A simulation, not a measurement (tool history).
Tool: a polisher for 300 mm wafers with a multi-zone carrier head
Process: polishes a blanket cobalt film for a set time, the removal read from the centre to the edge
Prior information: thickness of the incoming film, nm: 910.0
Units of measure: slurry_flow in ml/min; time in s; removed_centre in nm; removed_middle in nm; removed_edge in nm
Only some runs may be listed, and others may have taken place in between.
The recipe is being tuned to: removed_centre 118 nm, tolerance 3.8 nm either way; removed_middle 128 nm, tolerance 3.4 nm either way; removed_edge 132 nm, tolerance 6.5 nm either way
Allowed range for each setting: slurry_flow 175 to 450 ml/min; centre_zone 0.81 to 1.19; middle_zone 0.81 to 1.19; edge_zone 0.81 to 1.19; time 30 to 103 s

{"run": 1, "hour": 0.0, "slurry_flow": 290, "centre_zone": 1, "middle_zone": 1, "edge_zone": 1, "time": 66, "removed_centre": 166.26, "removed_middle": 175.24, "removed_edge": 170.63}
{"run": 2, "hour": 4.7, "slurry_flow": 285, "centre_zone": 0.96, "middle_zone": 0.96, "edge_zone": 0.97, "time": 63, "removed_centre": 152.43, "removed_middle": 158.97, "removed_edge": 157}
{"run": 3, "hour": 6.1, "slurry_flow": 275, "centre_zone": 0.92, "middle_zone": 0.94, "edge_zone": 0.96, "time": 61, "removed_centre": 139.35, "removed_middle": 153.91, "removed_edge": 150.08}
{"run": 4, "hour": 14.9, "slurry_flow": 330, "centre_zone": 0.92, "middle_zone": 0.94, "edge_zone": 0.96, "time": 61, "removed_centre": 142.79, "removed_middle": 157.37, "removed_edge": 157.42}
{"run": 5, "hour": 19.8, "slurry_flow": 285, "centre_zone": 0.92, "middle_zone": 0.94, "edge_zone": 0.96, "time": 61, "removed_centre": 141.1, "removed_middle": 153.91, "removed_edge": 154.27}
{"run": 6, "hour": 21.5, "slurry_flow": 270, "centre_zone": 0.9, "middle_zone": 0.91, "edge_zone": 0.93, "time": 60, "removed_centre": 135.57, "removed_middle": 147.68, "removed_edge": 146.29}
{"run": 7, "hour": 23.7, "slurry_flow": 260, "centre_zone": 0.88, "middle_zone": 0.89, "edge_zone": 0.92, "time": 59, "removed_centre": 127.13, "removed_middle": 140.76, "removed_edge": 144.46}
{"run": 8, "hour": 27.9, "slurry_flow": 250, "centre_zone": 0.88, "middle_zone": 0.88, "edge_zone": 0.9, "time": 58, "removed_centre": 125.71, "removed_middle": 138.18, "removed_edge": 140.11}

5 next moves are on the table. One of them brings every result within its allowed miss. Which?
{"run": "A", "hour": 32.1, "slurry_flow": 175, "centre_zone": 1.03, "middle_zone": 1.09, "edge_zone": 0.82, "time": 57, "removed_centre": "?", "removed_middle": "?", "removed_edge": "?"}
{"run": "B", "hour": 32.1, "slurry_flow": 270, "centre_zone": 0.91, "middle_zone": 0.81, "edge_zone": 0.88, "time": 60, "removed_centre": "?", "removed_middle": "?", "removed_edge": "?"}
{"run": "C", "hour": 32.1, "slurry_flow": 245, "centre_zone": 0.82, "middle_zone": 1.08, "edge_zone": 0.81, "time": 57, "removed_centre": "?", "removed_middle": "?", "removed_edge": "?"}
{"run": "D", "hour": 32.1, "slurry_flow": 300, "centre_zone": 0.84, "middle_zone": 0.81, "edge_zone": 0.82, "time": 55, "removed_centre": "?", "removed_middle": "?", "removed_edge": "?"}
{"run": "E", "hour": 32.1, "slurry_flow": 245, "centre_zone": 0.88, "middle_zone": 0.92, "edge_zone": 0.82, "time": 64, "removed_centre": "?", "removed_middle": "?", "removed_edge": "?"}

move=A removed_centre=137.21 removed_middle=145.61 removed_edge=127.23
move=B removed_centre=137.53 removed_middle=137.7 removed_edge=145.97
move=C removed_centre=116.17 removed_middle=153.43 removed_edge=132.04
move=D removed_centre=117.84 removed_middle=127.81 removed_edge=130.85
move=E removed_centre=139.96 removed_middle=156.14 removed_edge=149.28
A: lands further from the targets than the last run did
B: lands further from the targets than the last run did
C: lands further from the targets than the last run did
D: every result within its allowed miss
E: lands further from the targets than the last run did
The right move is D.

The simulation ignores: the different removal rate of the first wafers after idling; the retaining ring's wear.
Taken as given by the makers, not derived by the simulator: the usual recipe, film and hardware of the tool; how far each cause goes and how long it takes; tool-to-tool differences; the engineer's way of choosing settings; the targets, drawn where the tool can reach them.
